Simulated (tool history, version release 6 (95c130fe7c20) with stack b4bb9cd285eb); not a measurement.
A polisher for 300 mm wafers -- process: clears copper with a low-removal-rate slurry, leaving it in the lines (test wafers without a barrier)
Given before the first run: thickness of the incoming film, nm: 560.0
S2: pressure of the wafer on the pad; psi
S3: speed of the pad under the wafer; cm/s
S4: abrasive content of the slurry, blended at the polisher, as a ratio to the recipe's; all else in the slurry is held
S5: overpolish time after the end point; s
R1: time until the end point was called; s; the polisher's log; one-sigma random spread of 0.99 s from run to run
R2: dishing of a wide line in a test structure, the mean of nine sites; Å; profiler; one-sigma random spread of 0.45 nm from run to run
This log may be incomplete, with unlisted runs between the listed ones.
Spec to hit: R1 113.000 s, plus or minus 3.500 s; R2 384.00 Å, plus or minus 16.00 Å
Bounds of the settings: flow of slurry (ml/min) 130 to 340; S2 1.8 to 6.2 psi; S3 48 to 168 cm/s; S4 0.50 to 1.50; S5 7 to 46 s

{"run": 1, "hour": 0.0, "flow of slurry (ml/min)": 220, "S2": 4.0, "S3": 108, "S4": 1.0, "S5": 24, "R1": 108.32, "R2": 731.56}
{"run": 2, "hour": 8.3, "flow of slurry (ml/min)": 225, "S2": 3.9, "S3": 110, "S4": 1.0, "S5": 19, "R1": 109.42, "R2": 589.65}
{"run": 3, "hour": 15.4, "flow of slurry (ml/min)": 225, "S2": 3.9, "S3": 128, "S4": 1.0, "S5": 19, "R1": 98.97, "R2": 637.14}
{"run": 4, "hour": 16.5, "flow of slurry (ml/min)": 230, "S2": 3.7, "S3": 130, "S4": 1.0, "S5": 16, "R1": 98.248, "R2": 554.89}
{"run": 5, "hour": 17.9, "flow of slurry (ml/min)": 275, "S2": 3.7, "S3": 130, "S4": 1.0, "S5": 16, "R1": 98.412, "R2": 554.0}
{"run": 6, "hour": 25.2, "flow of slurry (ml/min)": 325, "S2": 3.7, "S3": 130, "S4": 1.0, "S5": 16, "R1": 97.277, "R2": 565.84}
{"run": 7, "hour": 28.9, "flow of slurry (ml/min)": 325, "S2": 3.5, "S3": 130, "S4": 1.0, "S5": 14, "R1": 100.42, "R2": 500.32}
{"run": 8, "hour": 30.5, "flow of slurry (ml/min)": 325, "S2": 3.3, "S3": 130, "S4": 1.0, "S5": 13, "R1": 101.05, "R2": 448.83}
{"run": 9, "hour": 33.2, "flow of slurry (ml/min)": 325, "S2": 3.1, "S3": 130, "S4": 1.0, "S5": 13, "R1": 106.69, "R2": 427.77}
{"run": 10, "hour": 35.1, "flow of slurry (ml/min)": 325, "S2": 3.0, "S3": 130, "S4": 1.0, "S5": 13, "R1": 107.97, "R2": 428.23}
{"run": 11, "hour": 36.8, "flow of slurry (ml/min)": 325, "S2": 2.9, "S3": 130, "S4": 1.0, "S5": 13, "R1": 111.23, "R2": 417.83}

Next run, 5 choices. One meets every target within its allowed miss, the rest don't. Which?
{"run": "A", "hour": 38.5, "flow of slurry (ml/min)": 255, "S2": 2.9, "S3": 134, "S4": 0.95, "S5": 14, "R1": "?", "R2": "?"}
{"run": "B", "hour": 38.5, "flow of slurry (ml/min)": 290, "S2": 2.9, "S3": 124, "S4": 1.1, "S5": 14, "R1": "?", "R2": "?"}
{"run": "C", "hour": 38.5, "flow of slurry (ml/min)": 330, "S2": 2.9, "S3": 118, "S4": 1.05, "S5": 16, "R1": "?", "R2": "?"}
{"run": "D", "hour": 38.5, "flow of slurry (ml/min)": 340, "S2": 3.8, "S3": 116, "S4": 1.0, "S5": 12, "R1": "?", "R2": "?"}
{"run": "E", "hour": 38.5, "flow of slurry (ml/min)": 330, "S2": 3.3, "S3": 110, "S4": 1.2, "S5": 12, "R1": "?", "R2": "?"}

move=A R1=111.410 R2=450.47
move=B R1=113.390 R2=443.59
move=C R1=116.530 R2=486.32
move=D R1=101.860 R2=428.82
move=E R1=111.500 R2=394.32
A: further off than the last run
B: further off than the last run
C: further off than the last run
D: further off than the last run
E: all results in spec
E meets every target.

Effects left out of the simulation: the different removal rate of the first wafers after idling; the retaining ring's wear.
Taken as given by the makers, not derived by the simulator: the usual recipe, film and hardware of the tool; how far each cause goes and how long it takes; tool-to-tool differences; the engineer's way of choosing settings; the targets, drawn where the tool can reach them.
